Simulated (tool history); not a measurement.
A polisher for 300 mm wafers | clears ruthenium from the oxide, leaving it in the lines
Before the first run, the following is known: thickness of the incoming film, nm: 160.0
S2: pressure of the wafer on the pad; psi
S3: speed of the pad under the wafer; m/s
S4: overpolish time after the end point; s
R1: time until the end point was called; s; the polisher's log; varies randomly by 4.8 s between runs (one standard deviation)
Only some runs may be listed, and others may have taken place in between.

{"run": 1, "hour": 0.0, "flow of slurry (ml/min)": 255, "S2": 1.9, "S3": 0.94, "S4": 7, "R1": 161.0}
{"run": 2, "hour": 3.8, "flow of slurry (ml/min)": 255, "S2": 1.9, "S3": 0.86, "S4": 7, "R1": 170.3}
{"run": 3, "hour": 8.0, "flow of slurry (ml/min)": 255, "S2": 1.7, "S3": 0.86, "S4": 7, "R1": 194.85}
{"run": 4, "hour": 10.9, "flow of slurry (ml/min)": 225, "S2": 1.7, "S3": 0.86, "S4": 7, "R1": 195.16}
{"run": 5, "hour": 16.3, "flow of slurry (ml/min)": 225, "S2": 1.7, "S3": 0.96, "S4": 7, "R1": 180.85}
{"run": 6, "hour": 21.5, "flow of slurry (ml/min)": 225, "S2": 1.7, "S3": 0.96, "S4": 7, "R1": 171.38}
{"run": 7, "hour": 22.8, "flow of slurry (ml/min)": 225, "S2": 1.5, "S3": 0.94, "S4": 7, "R1": 201.42}

What does the tool deliver on the next run?
{"run": 8, "hour": 23.9, "flow of slurry (ml/min)": 225, "S2": 1.4, "S3": 0.94, "S4": 7, "R1": "?"}

Run 8 produced R1 213.64 s.
